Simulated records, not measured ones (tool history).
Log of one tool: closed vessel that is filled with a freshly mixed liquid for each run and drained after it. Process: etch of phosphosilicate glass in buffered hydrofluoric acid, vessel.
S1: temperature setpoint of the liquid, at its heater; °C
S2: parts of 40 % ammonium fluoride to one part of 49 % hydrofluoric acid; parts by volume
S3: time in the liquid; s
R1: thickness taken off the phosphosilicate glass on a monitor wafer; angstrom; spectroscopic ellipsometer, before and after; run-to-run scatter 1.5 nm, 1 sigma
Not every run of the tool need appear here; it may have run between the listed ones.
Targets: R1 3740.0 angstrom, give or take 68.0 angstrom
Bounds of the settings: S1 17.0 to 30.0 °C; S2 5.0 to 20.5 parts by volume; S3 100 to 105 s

| run | hour | S1 | S2 | S3 | R1 |
|---|---|---|---|---|---|
| 1 | 0.0 | 22.0 | 12.5 | 100 | 4116.0 |
| 2 | 1.1 | 22.0 | 12.5 | 100 | 4169.6 |
| 3 | 9.3 | 22.0 | 12.5 | 100 | 4156.8 |
| 4 | 15.4 | 22.0 | 10.5 | 100 | 4924.6 |
| 5 | 23.9 | 21.0 | 10.5 | 100 | 4672.8 |
| 6 | 30.4 | 21.0 | 9.0 | 100 | 5211.1 |
| 7 | 35.6 | 20.5 | 9.0 | 100 | 5098.2 |
| 8 | 43.5 | 20.0 | 9.5 | 100 | 4783.1 |
| 9 | 51.6 | 19.5 | 9.5 | 100 | 4639.8 |
| 10 | 53.7 | 19.0 | 9.5 | 100 | 4528.5 |
| 11 | 58.8 | 17.0 | 11.0 | 100 | 3546.2 |
| 12 | 61.7 | 17.0 | 11.0 | 100 | 3539.7 |
| 13 | 70.2 | 17.5 | 11.0 | 100 | 3649.3 |

Consider the 4 candidate settings below. Which is the only one whose results all fall within their allowed miss of target?
| A | 78.7 | 17.0 | 10.5 | 105 | ? |
| B | 78.7 | 17.0 | 10.5 | 100 | ? |
| C | 78.7 | 18.0 | 11.5 | 100 | ? |
| D | 78.7 | 18.0 | 11.0 | 105 | ? |

| move | R1 |
|---|---|
| A | 3913.3 |
| B | 3726.9 |
| C | 3610.1 |
| D | 3958.8 |
A: takes the biggest miss from the last run beyond its target
B: every result lands within tolerance
C: moves away from the targets compared with the last run
D: takes the biggest miss from the last run beyond its target
Answer: B
